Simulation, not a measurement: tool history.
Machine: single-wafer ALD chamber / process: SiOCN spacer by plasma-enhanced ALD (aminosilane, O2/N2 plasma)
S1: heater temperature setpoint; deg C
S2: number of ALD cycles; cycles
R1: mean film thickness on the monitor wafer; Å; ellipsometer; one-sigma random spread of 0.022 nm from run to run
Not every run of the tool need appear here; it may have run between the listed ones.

Run 1, hour 0.0: S1 400 deg C, S2 115 cycles. Result: R1 66.142 Å.
Run 2, hour 3.6: S1 400 deg C, S2 117 cycles. Result: R1 67.746 Å.
Run 3, hour 10.2: S1 400 deg C, S2 119 cycles. Result: R1 68.281 Å.
Run 4, hour 16.0: S1 400 deg C, S2 113 cycles. Result: R1 64.954 Å.
Run 5, hour 21.0: S1 400 deg C, S2 115 cycles. Result: R1 66.373 Å.
Run 6, hour 27.1: S1 407 deg C, S2 115 cycles. Result: R1 64.669 Å.

Forecast run 7:
Run 7, hour 34.3: S1 406 deg C, S2 117 cycles. Result: R1 ?.

Run 7 came out at R1 66.020 Å.
